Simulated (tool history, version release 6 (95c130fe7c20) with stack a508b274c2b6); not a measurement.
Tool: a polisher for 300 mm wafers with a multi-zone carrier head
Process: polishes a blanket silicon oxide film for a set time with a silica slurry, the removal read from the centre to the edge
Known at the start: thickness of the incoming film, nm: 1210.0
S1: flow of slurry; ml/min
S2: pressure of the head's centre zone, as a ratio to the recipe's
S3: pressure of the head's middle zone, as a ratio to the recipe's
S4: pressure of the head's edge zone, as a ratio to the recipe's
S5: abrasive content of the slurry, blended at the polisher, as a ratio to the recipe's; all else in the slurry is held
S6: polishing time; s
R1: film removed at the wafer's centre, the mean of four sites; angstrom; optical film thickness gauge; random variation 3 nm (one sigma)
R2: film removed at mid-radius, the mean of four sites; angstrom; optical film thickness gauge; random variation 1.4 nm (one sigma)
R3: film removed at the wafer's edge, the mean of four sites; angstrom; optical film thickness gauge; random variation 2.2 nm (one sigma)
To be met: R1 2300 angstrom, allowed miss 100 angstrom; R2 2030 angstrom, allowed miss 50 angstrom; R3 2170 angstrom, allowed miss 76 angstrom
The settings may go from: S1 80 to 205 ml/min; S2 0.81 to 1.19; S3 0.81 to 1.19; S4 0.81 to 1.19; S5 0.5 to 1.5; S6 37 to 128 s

| run | day | S1 | S2 | S3 | S4 | S5 | S6 | R1 | R2 | R3 |
|---|---|---|---|---|---|---|---|---|---|---|
| 1 | 0 | 135 | 1 | 1 | 1 | 1 | 82 | 3799.6 | 3768.9 | 3751.7 |
| 2 | 0.288 | 125 | 1 | 0.96 | 0.96 | 0.85 | 77 | 3270.9 | 3113.2 | 3170.9 |
| 3 | 0.312 | 120 | 0.99 | 0.93 | 0.92 | 0.75 | 74 | 2804.9 | 2702.5 | 2762.5 |
| 4 | 0.642 | 90 | 0.99 | 0.93 | 0.92 | 0.75 | 74 | 2766.5 | 2596.3 | 2653.2 |
| 5 | 0.996 | 90 | 0.99 | 0.93 | 0.92 | 0.75 | 57 | 2085.1 | 2026.5 | 2093 |
| 6 | 1.262 | 90 | 0.99 | 0.93 | 0.92 | 0.75 | 48 | 1750.4 | 1696.3 | 1780 |
| 7 | 1.504 | 115 | 1.03 | 0.95 | 0.96 | 0.75 | 48 | 1928.5 | 1770.6 | 1875 |
| 8 | 1.825 | 130 | 1.04 | 0.97 | 0.99 | 0.75 | 48 | 1976.6 | 1818.6 | 1898 |
| 9 | 1.871 | 145 | 1.05 | 0.97 | 1.01 | 0.8 | 48 | 2021 | 1937.4 | 1971.7 |
| 10 | 1.933 | 145 | 1.08 | 0.97 | 1.04 | 0.85 | 48 | 2170.1 | 1974.8 | 2092.4 |

4 next moves are on the table. One of them brings every result within its allowed miss. Which?
| A | 1.996 | 190 | 1.06 | 1.02 | 1.02 | 0.75 | 49 | ? | ? | ? |
| B | 1.996 | 130 | 1.13 | 0.96 | 1.04 | 0.8 | 49 | ? | ? | ? |
| C | 1.996 | 115 | 0.97 | 0.9 | 1.07 | 1.45 | 39 | ? | ? | ? |
| D | 1.996 | 145 | 1.1 | 0.96 | 1.05 | 0.95 | 47 | ? | ? | ? |

| move | R1 | R2 | R3 |
|---|---|---|---|
| A | 2116.5 | 2060.1 | 2036.1 |
| B | 2194.2 | 1936.5 | 2062.6 |
| C | 1984 | 1886.7 | 2161.4 |
| D | 2284.9 | 2058.5 | 2194 |
A: further off than the last run
B: further off than the last run
C: further off than the last run
D: meets every target
Answer: D
